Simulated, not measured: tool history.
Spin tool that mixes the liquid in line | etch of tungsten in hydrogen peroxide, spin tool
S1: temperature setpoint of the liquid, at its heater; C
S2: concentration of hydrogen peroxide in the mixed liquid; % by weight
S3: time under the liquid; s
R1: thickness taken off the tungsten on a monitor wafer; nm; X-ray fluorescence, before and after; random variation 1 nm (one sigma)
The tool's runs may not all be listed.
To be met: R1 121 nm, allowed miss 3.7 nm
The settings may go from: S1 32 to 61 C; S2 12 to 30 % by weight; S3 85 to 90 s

run,hour,S1,S2,S3,R1
1,0,45,22.5,85,102.77
2,2.1,45.5,22.5,85,103.61
3,7.4,42,22.5,85,83.938
4,15,43,22.5,85,91.054
5,23.2,36,22.5,85,56.616
6,25.1,38,22.5,85,65.371
7,34,46,23,85,110.01
8,39.9,46.5,23,85,115.92

4 next moves are on the table. One of them brings every result within its allowed miss. Which?
A,45.8,46,21.5,90,?
B,45.8,45,22.5,90,?
C,45.8,47.5,23.5,85,?
D,45.8,44.5,27,85,?

move,R1
A,112.82
B,108.39
C,122.33
D,108.65
A: further off than the last run
B: further off than the last run
C: meets every target
D: further off than the last run
The right move is C.

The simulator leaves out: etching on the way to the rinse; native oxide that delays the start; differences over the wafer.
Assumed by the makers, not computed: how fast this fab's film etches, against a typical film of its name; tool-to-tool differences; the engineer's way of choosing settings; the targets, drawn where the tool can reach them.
